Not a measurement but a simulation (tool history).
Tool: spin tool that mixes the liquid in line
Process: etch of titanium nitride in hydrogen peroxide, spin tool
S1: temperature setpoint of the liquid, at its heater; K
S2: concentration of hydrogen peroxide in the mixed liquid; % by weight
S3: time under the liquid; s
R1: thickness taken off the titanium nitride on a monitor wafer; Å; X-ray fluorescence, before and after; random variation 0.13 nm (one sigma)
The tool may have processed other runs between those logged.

Run 1, hour 0: S1 321.15 K, S2 21.5 % by weight, S3 295 s. Result: R1 129.98 Å.
Run 2, hour 6.8: S1 321.15 K, S2 18 % by weight, S3 295 s. Result: R1 124.59 Å.
Run 3, hour 12.7: S1 314.65 K, S2 18 % by weight, S3 295 s. Result: R1 77.631 Å.
Run 4, hour 17: S1 314.65 K, S2 18 % by weight, S3 295 s. Result: R1 77.942 Å.
Run 5, hour 18.1: S1 319.65 K, S2 18 % by weight, S3 295 s. Result: R1 112.44 Å.
Run 6, hour 21: S1 319.65 K, S2 18 % by weight, S3 295 s. Result: R1 112.83 Å.
Run 7, hour 22.8: S1 323.15 K, S2 18 % by weight, S3 295 s. Result: R1 145.36 Å.
Run 8, hour 28.4: S1 325.65 K, S2 18 % by weight, S3 295 s. Result: R1 173.9 Å.
Run 9, hour 31.1: S1 327.15 K, S2 18 % by weight, S3 295 s. Result: R1 194.08 Å.
Run 10, hour 32.6: S1 328.15 K, S2 18 % by weight, S3 295 s. Result: R1 207.83 Å.
At hour 38.6: new drum of peroxide connected.
Run 11, hour 38.6: S1 331.65 K, S2 18 % by weight, S3 295 s. Result: R1 270.26 Å.

Estimate the outcome of run 12 from the log above:
Run 12, hour 43.8: S1 331.15 K, S2 18 % by weight, S3 295 s. Result: R1 ?.

{"run 12": {"R1": 258.16}}
